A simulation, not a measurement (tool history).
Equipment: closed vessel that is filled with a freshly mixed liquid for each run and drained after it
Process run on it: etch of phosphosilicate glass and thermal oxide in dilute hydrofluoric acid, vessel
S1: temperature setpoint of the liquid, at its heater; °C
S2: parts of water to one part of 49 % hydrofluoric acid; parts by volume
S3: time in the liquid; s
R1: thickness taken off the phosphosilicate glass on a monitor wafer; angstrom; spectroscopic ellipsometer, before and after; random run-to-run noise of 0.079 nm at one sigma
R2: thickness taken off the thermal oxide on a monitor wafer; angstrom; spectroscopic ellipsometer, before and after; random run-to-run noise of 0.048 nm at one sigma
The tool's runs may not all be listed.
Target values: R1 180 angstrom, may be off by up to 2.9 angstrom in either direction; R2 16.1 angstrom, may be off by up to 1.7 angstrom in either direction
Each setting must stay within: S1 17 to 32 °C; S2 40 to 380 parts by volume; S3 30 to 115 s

run,hour,S1,S2,S3,R1,R2
1,0,24,210,60,160.31,14.536
2,4.5,24,210,85,222.79,21.359
3,9.1,22.5,210,85,212.42,19.727
4,13.8,22.5,185,85,249.51,21.789
5,21.8,21.5,195,85,222.24,20.433
6,30.7,21.5,195,100,262.46,22.519
# hour 33.4: hydrofluoric acid flow meter replaced
7,33.4,20.5,205,100,207.51,18.619
8,38.4,20,205,100,203.47,19.033
9,46.5,19.5,205,100,200.21,17.683
10,53.4,19,205,100,196.44,17.644
11,62.6,18.5,205,100,192.13,17.715
12,64.7,18,205,100,187.67,17.78
13,66.6,17.5,205,100,185.8,16.344

Exactly one of the 4 candidate moves below puts every result within its allowed miss. Which one?
A,68.5,31,350,115,?,?
B,68.5,22,230,90,?,?
C,68.5,17,215,105,?,?
D,68.5,25.5,305,115,?,?

move,R1,R2
A,172.78,16.149
B,171.69,16.048
C,179.45,16.772
D,173.84,16.248
A: pushes the last run's worst result past its target
B: pushes the last run's worst result past its target
C: every result within its allowed miss
D: pushes the last run's worst result past its target
Correct choice: C, which meets every target
